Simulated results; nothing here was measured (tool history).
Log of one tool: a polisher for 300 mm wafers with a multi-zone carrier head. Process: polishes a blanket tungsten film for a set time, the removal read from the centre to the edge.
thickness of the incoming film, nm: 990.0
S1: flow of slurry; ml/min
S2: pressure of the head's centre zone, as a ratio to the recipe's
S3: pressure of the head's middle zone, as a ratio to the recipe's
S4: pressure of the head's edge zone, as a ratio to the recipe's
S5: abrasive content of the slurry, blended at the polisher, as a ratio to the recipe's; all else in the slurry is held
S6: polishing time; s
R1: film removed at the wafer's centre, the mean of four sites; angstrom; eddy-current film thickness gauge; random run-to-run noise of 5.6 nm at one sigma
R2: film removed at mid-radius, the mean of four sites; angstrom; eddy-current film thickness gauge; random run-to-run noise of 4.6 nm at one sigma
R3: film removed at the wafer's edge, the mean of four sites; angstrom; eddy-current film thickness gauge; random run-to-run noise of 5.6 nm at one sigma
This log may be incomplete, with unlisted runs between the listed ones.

| run | hour | S1 | S2 | S3 | S4 | S5 | S6 | R1 | R2 | R3 |
|---|---|---|---|---|---|---|---|---|---|---|
| 1 | 0 | 145 | 1 | 1 | 1 | 1 | 58 | 3489.5 | 3746.5 | 3764.5 |
| 2 | 0.8 | 150 | 1.02 | 1 | 1.02 | 1.1 | 59 | 3756.8 | 3891.6 | 3889.3 |
| 3 | 4.7 | 150 | 1.02 | 0.99 | 1.04 | 1.15 | 61 | 3987.1 | 4092.3 | 4049.3 |
| 4 | 10.7 | 150 | 0.96 | 0.99 | 1.04 | 1.15 | 61 | 3756.2 | 4089.5 | 4147 |
|  | 17.2 | edge zone pressure recalibrated |
| 5 | 17.2 | 150 | 1 | 0.99 | 1.04 | 1.15 | 61 | 3897.1 | 4107.1 | 4033 |
| 6 | 22.2 | 155 | 1 | 0.96 | 1.05 | 1.15 | 63 | 4160.8 | 4170.8 | 4067.9 |
| 7 | 23.5 | 145 | 1.01 | 0.96 | 1.07 | 1.2 | 64 | 4207.3 | 4179 | 4274.5 |

Estimate the outcome of run 8 from the log above:
| 8 | 28.8 | 140 | 1.03 | 0.96 | 1.08 | 1.25 | 65 | ? | ? | ? |

Run 8 produced R1 4256.1 angstrom, R2 4250.6 angstrom, R3 4366.2 angstrom.
